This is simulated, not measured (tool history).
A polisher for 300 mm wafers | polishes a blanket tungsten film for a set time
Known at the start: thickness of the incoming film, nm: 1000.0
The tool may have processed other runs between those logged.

run,hour,flow of slurry (ml/min),pressure of the wafer on the pad (psi),speed of the pad under the wafer (cm/s),abrasive content of the slurry,polishing time (s),film removed (angstrom)
1,0.0,240,3.2,90,1.00,101,4156.8
2,6.9,240,3.2,90,1.10,101,4248.8
3,14.2,240,3.2,90,0.90,101,4028.0
4,17.2,240,3.2,90,0.75,101,3854.6
5,20.1,285,3.2,90,0.75,101,3909.0
6,22.4,285,3.2,90,0.90,101,4095.8
7,30.7,285,3.2,90,0.90,101,4079.8
8,39.7,285,2.8,90,0.90,101,3702.3
9,45.0,275,2.4,90,0.90,101,3302.3
10,52.2,270,2.1,90,0.90,101,2986.6

For run 11, what comes out?
11,58.6,260,2.0,90,0.90,101,?

{"run 11": {"film removed (angstrom)": 2923.9}}

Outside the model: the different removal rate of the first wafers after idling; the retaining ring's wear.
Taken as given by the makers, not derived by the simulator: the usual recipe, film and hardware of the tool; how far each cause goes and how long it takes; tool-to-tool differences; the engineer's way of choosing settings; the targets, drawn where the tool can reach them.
